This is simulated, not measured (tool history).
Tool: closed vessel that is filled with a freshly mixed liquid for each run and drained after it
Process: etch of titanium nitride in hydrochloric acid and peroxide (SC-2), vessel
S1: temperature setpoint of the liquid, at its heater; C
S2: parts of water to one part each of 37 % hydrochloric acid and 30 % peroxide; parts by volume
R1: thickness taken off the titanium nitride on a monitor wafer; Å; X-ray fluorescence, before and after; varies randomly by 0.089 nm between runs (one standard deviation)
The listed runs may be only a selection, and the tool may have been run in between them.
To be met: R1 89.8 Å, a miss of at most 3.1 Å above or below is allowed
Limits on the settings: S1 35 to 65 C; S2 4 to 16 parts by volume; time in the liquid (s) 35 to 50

{"run": 1, "hour": 0.0, "S1": 49, "S2": 9, "time in the liquid (s)": 50, "R1": 22.312}
{"run": 2, "hour": 9.1, "S1": 50.5, "S2": 8.5, "time in the liquid (s)": 50, "R1": 26.498}
{"run": 3, "hour": 10.9, "S1": 46, "S2": 8.5, "time in the liquid (s)": 50, "R1": 19.3}
{"run": 4, "hour": 17.0, "S1": 46, "S2": 11.5, "time in the liquid (s)": 50, "R1": 14.939}
{"run": 5, "hour": 22.4, "S1": 46, "S2": 11.5, "time in the liquid (s)": 35, "R1": 10.634}
{"run": 6, "hour": 26.9, "S1": 48, "S2": 11, "time in the liquid (s)": 35, "R1": 12.375}
{"run": 7, "hour": 35.8, "S1": 50, "S2": 10, "time in the liquid (s)": 35, "R1": 15.614}
{"run": 8, "hour": 42.0, "S1": 51.5, "S2": 9.5, "time in the liquid (s)": 35, "R1": 17.724}
{"run": 9, "hour": 44.2, "S1": 51.5, "S2": 9.5, "time in the liquid (s)": 35, "R1": 17.951}
{"run": 10, "hour": 51.1, "S1": 53, "S2": 9, "time in the liquid (s)": 35, "R1": 20.763}
{"run": 11, "hour": 55.5, "S1": 54.5, "S2": 8.5, "time in the liquid (s)": 35, "R1": 23.64}
{"run": 12, "hour": 63.0, "S1": 55.5, "S2": 8, "time in the liquid (s)": 35, "R1": 26.708}
{"run": 13, "hour": 69.6, "S1": 56.5, "S2": 7.5, "time in the liquid (s)": 35, "R1": 30.255}
{"run": 14, "hour": 77.7, "S1": 57.5, "S2": 7, "time in the liquid (s)": 35, "R1": 33.134}
{"run": 15, "hour": 81.2, "S1": 58.5, "S2": 6.5, "time in the liquid (s)": 35, "R1": 37.929}
{"run": 16, "hour": 86.3, "S1": 59, "S2": 6, "time in the liquid (s)": 35, "R1": 42.053}
{"run": 17, "hour": 92.7, "S1": 59.5, "S2": 6, "time in the liquid (s)": 35, "R1": 42.325}
{"run": 18, "hour": 100.6, "S1": 60, "S2": 6, "time in the liquid (s)": 35, "R1": 43.395}
{"run": 19, "hour": 109.1, "S1": 65, "S2": 4, "time in the liquid (s)": 50, "R1": 113.96}
{"run": 20, "hour": 113.4, "S1": 64.5, "S2": 4, "time in the liquid (s)": 50, "R1": 113.64}
{"run": 21, "hour": 115.6, "S1": 64.5, "S2": 4, "time in the liquid (s)": 50, "R1": 112.05}

Which single option among these 5 for the next run brings every result within its allowed miss of target? Just one does.
{"run": "A", "hour": 117.8, "S1": 65, "S2": 5, "time in the liquid (s)": 45, "R1": "?"}
{"run": "B", "hour": 117.8, "S1": 64.5, "S2": 4, "time in the liquid (s)": 45, "R1": "?"}
{"run": "C", "hour": 117.8, "S1": 63.5, "S2": 4, "time in the liquid (s)": 45, "R1": "?"}
{"run": "D", "hour": 117.8, "S1": 64, "S2": 4, "time in the liquid (s)": 45, "R1": "?"}
{"run": "E", "hour": 117.8, "S1": 65, "S2": 4.5, "time in the liquid (s)": 45, "R1": "?"}

move=A R1=88.301
move=B R1=99.924
move=C R1=93.987
move=D R1=96.915
move=E R1=95.094
A: every result lands within tolerance
B: closes in on the targets versus the last run, not all within tolerance yet
C: closes in on the targets versus the last run, not all within tolerance yet
D: closes in on the targets versus the last run, not all within tolerance yet
E: closes in on the targets versus the last run, not all within tolerance yet
Move A is the one to make.

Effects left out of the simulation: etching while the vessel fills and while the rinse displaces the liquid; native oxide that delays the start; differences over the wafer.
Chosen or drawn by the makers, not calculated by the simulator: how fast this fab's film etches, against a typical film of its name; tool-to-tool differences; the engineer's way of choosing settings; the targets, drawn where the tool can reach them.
